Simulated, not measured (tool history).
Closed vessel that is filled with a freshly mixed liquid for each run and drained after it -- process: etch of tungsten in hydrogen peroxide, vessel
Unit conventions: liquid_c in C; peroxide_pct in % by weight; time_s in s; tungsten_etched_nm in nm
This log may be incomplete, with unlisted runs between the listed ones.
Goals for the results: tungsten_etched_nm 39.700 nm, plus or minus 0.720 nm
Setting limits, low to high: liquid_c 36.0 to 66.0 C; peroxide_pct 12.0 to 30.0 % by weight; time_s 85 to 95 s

run	hour	liquid_c	peroxide_pct	time_s	tungsten_etched_nm
1	0.0	52.0	20.5	85	91.535
2	3.0	50.0	20.5	85	81.036
3	12.0	48.0	20.5	85	71.367
4	15.3	48.0	22.5	85	74.367
5	19.1	48.0	24.5	85	77.794
6	20.9	46.5	24.5	85	71.112
7	24.0	45.0	24.5	85	64.310
8	31.7	44.0	24.5	85	60.845
9	33.2	43.0	24.5	85	56.687
10	41.6	42.0	24.5	85	53.402
11	49.6	41.5	24.5	85	51.643
12	51.2	36.5	24.5	85	37.259

Which single option among these 5 for the next run brings every result within its allowed miss of target? Just one does.
A	52.8	38.5	21.0	90	?
B	52.8	39.5	15.0	95	?
C	52.8	38.5	23.5	85	?
D	52.8	37.5	24.0	90	?
E	52.8	37.0	27.5	85	?

move	tungsten_etched_nm
A	41.656
B	39.677
C	41.618
D	41.691
E	40.775
A: carries the result that was furthest off beyond its target, to the other side
B: hits every target within its allowed miss
C: carries the result that was furthest off beyond its target, to the other side
D: carries the result that was furthest off beyond its target, to the other side
E: carries the result that was furthest off beyond its target, to the other side
B meets every target.
